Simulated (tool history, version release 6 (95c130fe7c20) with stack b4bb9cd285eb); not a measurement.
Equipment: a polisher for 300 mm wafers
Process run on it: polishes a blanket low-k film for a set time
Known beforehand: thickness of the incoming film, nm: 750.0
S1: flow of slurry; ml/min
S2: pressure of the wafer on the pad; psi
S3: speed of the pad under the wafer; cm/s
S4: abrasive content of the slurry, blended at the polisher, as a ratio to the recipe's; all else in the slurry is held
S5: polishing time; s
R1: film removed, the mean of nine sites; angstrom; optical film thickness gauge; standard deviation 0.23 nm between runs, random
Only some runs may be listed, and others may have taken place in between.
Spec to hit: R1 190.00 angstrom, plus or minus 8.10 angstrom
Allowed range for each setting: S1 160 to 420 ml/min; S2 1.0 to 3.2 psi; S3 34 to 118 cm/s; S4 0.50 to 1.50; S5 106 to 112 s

run 1 hour=0.0 | S1=270 S2=2.1 S3=76 S4=1.00 S5=106 | R1=360.17
run 2 hour=6.5 | S1=325 S2=2.1 S3=76 S4=1.00 S5=106 | R1=361.94
run 3 hour=8.3 | S1=325 S2=2.1 S3=94 S4=1.00 S5=106 | R1=418.12
run 4 hour=10.0 | S1=325 S2=2.1 S3=94 S4=1.00 S5=112 | R1=443.18
run 5 hour=14.6 | S1=325 S2=2.1 S3=94 S4=1.00 S5=106 | R1=422.53
run 6 hour=20.1 | S1=325 S2=2.1 S3=94 S4=1.00 S5=106 | R1=413.87
run 7 hour=24.2 | S1=325 S2=1.8 S3=86 S4=1.00 S5=106 | R1=365.40
run 8 hour=30.5 | S1=325 S2=1.6 S3=74 S4=0.95 S5=106 | R1=303.88
run 9 hour=38.8 | S1=325 S2=1.5 S3=66 S4=0.90 S5=106 | R1=266.13
run 10 hour=39.7 | S1=325 S2=1.4 S3=60 S4=0.90 S5=106 | R1=249.27
run 11 hour=48.1 | S1=325 S2=1.4 S3=60 S4=0.90 S5=106 | R1=251.35
run 12 hour=48.8 | S1=325 S2=1.3 S3=56 S4=0.90 S5=106 | R1=220.11
run 13 hour=51.8 | S1=325 S2=1.2 S3=56 S4=0.90 S5=106 | R1=221.51
run 14 hour=55.3 | S1=325 S2=1.1 S3=54 S4=0.90 S5=106 | R1=203.51
run 15 hour=57.0 | S1=320 S2=1.1 S3=54 S4=0.90 S5=106 | R1=203.34
run 16 hour=60.4 | S1=315 S2=1.1 S3=54 S4=0.90 S5=106 | R1=207.50

Pick the move, out of 5, that brings all results within their allowed miss; only one does.
run A hour=63.8 | S1=325 S2=1.1 S3=58 S4=0.85 S5=109 | R1=?
run B hour=63.8 | S1=350 S2=1.0 S3=52 S4=0.90 S5=106 | R1=?
run C hour=63.8 | S1=285 S2=1.0 S3=54 S4=0.90 S5=112 | R1=?
run D hour=63.8 | S1=290 S2=1.6 S3=56 S4=0.65 S5=106 | R1=?
run E hour=63.8 | S1=325 S2=1.1 S3=52 S4=0.90 S5=112 | R1=?

move=A R1=207.78
move=B R1=189.46
move=C R1=200.48
move=D R1=203.36
move=E R1=207.82
A: as far off as the last run
B: meets every target
C: closer than the last run, but not yet in spec
D: closer than the last run, but not yet in spec
E: as far off as the last run
The move that meets every target is B.
